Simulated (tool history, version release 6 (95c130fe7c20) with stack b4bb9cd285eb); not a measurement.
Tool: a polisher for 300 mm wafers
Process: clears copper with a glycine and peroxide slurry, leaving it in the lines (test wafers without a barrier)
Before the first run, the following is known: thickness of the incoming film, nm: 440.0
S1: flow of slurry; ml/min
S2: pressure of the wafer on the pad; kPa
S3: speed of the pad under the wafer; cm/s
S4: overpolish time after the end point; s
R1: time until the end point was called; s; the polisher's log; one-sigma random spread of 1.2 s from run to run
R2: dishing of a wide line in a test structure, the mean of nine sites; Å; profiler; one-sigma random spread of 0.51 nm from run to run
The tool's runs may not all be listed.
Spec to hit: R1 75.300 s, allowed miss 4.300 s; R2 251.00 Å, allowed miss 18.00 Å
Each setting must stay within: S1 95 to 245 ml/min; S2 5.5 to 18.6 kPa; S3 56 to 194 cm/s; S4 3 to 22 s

Run 1, hour 0.0: S1 155 ml/min, S2 11.7 kPa, S3 124 cm/s, S4 11 s. Result: R1 87.335 s, R2 368.26 Å.
Run 2, hour 1.4: S1 155 ml/min, S2 11.7 kPa, S3 146 cm/s, S4 11 s. Result: R1 79.414 s, R2 414.48 Å.
Run 3, hour 5.7: S1 155 ml/min, S2 11.7 kPa, S3 128 cm/s, S4 11 s. Result: R1 87.008 s, R2 373.87 Å.
Run 4, hour 11.8: S1 155 ml/min, S2 11.7 kPa, S3 158 cm/s, S4 11 s. Result: R1 71.380 s, R2 440.90 Å.
Run 5, hour 16.4: S1 135 ml/min, S2 11.7 kPa, S3 158 cm/s, S4 11 s. Result: R1 72.698 s, R2 427.39 Å.
Run 6, hour 25.1: S1 135 ml/min, S2 13.8 kPa, S3 158 cm/s, S4 11 s. Result: R1 65.496 s, R2 479.38 Å.
Run 7, hour 30.2: S1 135 ml/min, S2 13.1 kPa, S3 158 cm/s, S4 9 s. Result: R1 67.486 s, R2 397.89 Å.
Run 8, hour 35.8: S1 135 ml/min, S2 12.4 kPa, S3 158 cm/s, S4 8 s. Result: R1 69.254 s, R2 354.74 Å.
Run 9, hour 38.2: S1 135 ml/min, S2 11.7 kPa, S3 158 cm/s, S4 7 s. Result: R1 74.585 s, R2 294.28 Å.

Below are 5 possible settings for the next run. Only one of them brings all results inside the allowed miss of their targets. Which is it?
Run A, hour 40.6: S1 150 ml/min, S2 11.0 kPa, S3 154 cm/s, S4 8 s. Result: R1 ?, R2 ?.
Run B, hour 40.6: S1 185 ml/min, S2 11.0 kPa, S3 156 cm/s, S4 6 s. Result: R1 ?, R2 ?.
Run C, hour 40.6: S1 125 ml/min, S2 12.4 kPa, S3 152 cm/s, S4 7 s. Result: R1 ?, R2 ?.
Run D, hour 40.6: S1 130 ml/min, S2 11.7 kPa, S3 146 cm/s, S4 9 s. Result: R1 ?, R2 ?.
Run E, hour 40.6: S1 150 ml/min, S2 11.7 kPa, S3 152 cm/s, S4 7 s. Result: R1 ?, R2 ?.

move      R1      R2
   A  77.273  315.96
   B  74.272  252.91
   C  73.500  294.32
   D  78.821  345.36
   E  74.595  290.04
A: further off than the last run
B: all results in spec
C: as far off as the last run
D: further off than the last run
E: gains on the last run, yet a result remains outside its allowed miss
Answer: B
